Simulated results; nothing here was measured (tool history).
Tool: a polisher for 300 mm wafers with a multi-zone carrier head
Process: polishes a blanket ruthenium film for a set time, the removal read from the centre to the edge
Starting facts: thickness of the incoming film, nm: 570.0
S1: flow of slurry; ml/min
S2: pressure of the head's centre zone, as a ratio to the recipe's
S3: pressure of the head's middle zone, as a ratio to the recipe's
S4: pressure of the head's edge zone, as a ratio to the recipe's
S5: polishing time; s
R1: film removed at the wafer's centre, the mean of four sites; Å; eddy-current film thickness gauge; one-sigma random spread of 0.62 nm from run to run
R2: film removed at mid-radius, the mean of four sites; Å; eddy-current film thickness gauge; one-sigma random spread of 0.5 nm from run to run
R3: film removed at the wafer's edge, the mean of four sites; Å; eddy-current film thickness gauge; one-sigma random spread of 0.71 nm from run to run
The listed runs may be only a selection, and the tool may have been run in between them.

Run 1, hour 0: S1 280 ml/min, S2 1, S3 1, S4 1, S5 47 s. Result: R1 355.68 Å, R2 371.54 Å, R3 382.47 Å.
Run 2, hour 8.7: S1 280 ml/min, S2 1, S3 1, S4 1.04, S5 47 s. Result: R1 358.4 Å, R2 376.59 Å, R3 380.68 Å.
Run 3, hour 17.6: S1 280 ml/min, S2 1, S3 1.04, S4 1.04, S5 47 s. Result: R1 366.02 Å, R2 384.88 Å, R3 385.66 Å.
Run 4, hour 18.3: S1 280 ml/min, S2 1.07, S3 1.04, S4 1.04, S5 47 s. Result: R1 384.78 Å, R2 386.36 Å, R3 384.52 Å.
Run 5, hour 23.7: S1 295 ml/min, S2 1, S3 1.08, S4 1, S5 50 s. Result: R1 381.96 Å, R2 419.74 Å, R3 399.47 Å.
Run 6, hour 30.6: S1 260 ml/min, S2 1, S3 1.08, S4 1, S5 50 s. Result: R1 371.65 Å, R2 422.94 Å, R3 397.43 Å.
Run 7, hour 35.7: S1 250 ml/min, S2 0.98, S3 1.1, S4 1, S5 53 s. Result: R1 398.2 Å, R2 453.2 Å, R3 416.19 Å.
Run 8, hour 39.2: S1 255 ml/min, S2 0.94, S3 1.12, S4 0.99, S5 55 s. Result: R1 388.4 Å, R2 477.21 Å, R3 437.5 Å.
Run 9, hour 43.5: S1 250 ml/min, S2 0.93, S3 1.14, S4 0.97, S5 57 s. Result: R1 397.33 Å, R2 503.28 Å, R3 452.96 Å.
Run 10, hour 50.1: S1 245 ml/min, S2 0.92, S3 1.15, S4 0.95, S5 58 s. Result: R1 403.36 Å, R2 515.14 Å, R3 446.62 Å.

Forecast run 11:
Run 11, hour 50.8: S1 245 ml/min, S2 0.91, S3 1.16, S4 0.95, S5 59 s. Result: R1 ?, R2 ?, R3 ?.

Logged for run 11: R1 407.41 Å, R2 524.46 Å, R3 453.15 Å.
